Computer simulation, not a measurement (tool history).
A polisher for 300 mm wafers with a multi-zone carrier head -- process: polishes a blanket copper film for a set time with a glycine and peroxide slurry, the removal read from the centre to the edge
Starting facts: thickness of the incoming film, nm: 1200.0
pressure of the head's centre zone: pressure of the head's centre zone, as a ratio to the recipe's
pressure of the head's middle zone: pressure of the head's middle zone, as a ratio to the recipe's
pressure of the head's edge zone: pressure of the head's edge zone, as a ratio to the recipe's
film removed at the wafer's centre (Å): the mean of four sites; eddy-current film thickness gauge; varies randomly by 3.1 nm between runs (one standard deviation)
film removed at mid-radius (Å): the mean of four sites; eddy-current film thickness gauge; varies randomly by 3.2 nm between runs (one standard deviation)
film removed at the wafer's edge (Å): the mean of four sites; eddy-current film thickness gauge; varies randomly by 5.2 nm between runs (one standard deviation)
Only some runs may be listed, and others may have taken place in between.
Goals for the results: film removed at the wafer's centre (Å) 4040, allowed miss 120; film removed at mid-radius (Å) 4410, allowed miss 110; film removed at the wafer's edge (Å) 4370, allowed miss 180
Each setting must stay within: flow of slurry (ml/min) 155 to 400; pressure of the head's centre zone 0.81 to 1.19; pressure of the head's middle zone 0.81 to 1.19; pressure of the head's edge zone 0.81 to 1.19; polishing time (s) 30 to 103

run    day  flow of slurry (ml/min)  pressure of the head's centre zone  pressure of the head's middle zone  pressure of the head's edge zone  polishing time (s)  film removed at the wafer's centre (Å)  film removed at mid-radius (Å)  film removed at the wafer's edge (Å)
  1      0                      255                                   1                                   1                                 1                  66                                  3967.7                          3938.9                                4120.8
  2  0.304                      255                                   1                                   1                              0.93                  66                                  3937.9                          3936.1                                  3987
  3  0.412                      300                                   1                                   1                              0.93                  66                                  4046.9                          4024.5                                4078.7
  4  0.783                      315                                0.99                                1.02                              0.95                  66                                  4025.6                          4047.7                                4156.2
  5  1.158                      315                                0.99                                1.02                              0.91                  66                                  3999.5                          4130.4                                4072.9
  6  1.267                      315                                0.99                                1.02                              0.91                  50                                  3041.1                          3110.6                                3085.7
  7  1.488                      320                                0.99                                1.05                              0.95                  54                                  3310.8                          3422.7                                  3394
  8   1.75                      325                                0.99                                1.08                              0.98                  57                                  3513.2                          3719.3                                3651.7
  9  2.017                      330                                0.99                                 1.1                              1.02                  59                                  3632.5                          3931.9                                3749.6
 10  2.171                      335                                0.98                                 1.1                              1.05                  61                                  3674.4                          4050.9                                4045.6
 11  2.525                      345                                0.99                                1.11                              1.07                  62                                  3806.9                            4141                                4070.4
 12  2.725                      350                                0.99                                1.12                              1.09                  63                                  3851.2                          4239.6                                4172.8

Of the 4 settings listed for the next run, only one would bring every result within its allowed miss of target. Which one?
  A  2.925                      290                                1.09                                1.17                              1.03                  60                                       ?                               ?                                     ?
  B  2.925                      340                                1.07                                1.14                              1.04                  62                                       ?                               ?                                     ?
  C  2.925                      280                                0.91                                1.16                              1.08                  64                                       ?                               ?                                     ?
  D  2.925                      290                                   1                                1.13                              1.16                  66                                       ?                               ?                                     ?

move  film removed at the wafer's centre (Å)  film removed at mid-radius (Å)  film removed at the wafer's edge (Å)
   A                                  3985.5                          4166.2                                3823.1
   B                                  4107.1                          4272.1                                4010.1
   C                                  3530.2                          4399.6                                4137.1
   D                                  4018.4                            4449                                4394.4
A: corrects the largest miss of the last run, while another result sits out of spec
B: corrects the largest miss of the last run, while another result sits out of spec
C: its largest miss is bigger than the last run's
D: every result within its allowed miss
So the answer is move D, the one that meets all the targets.
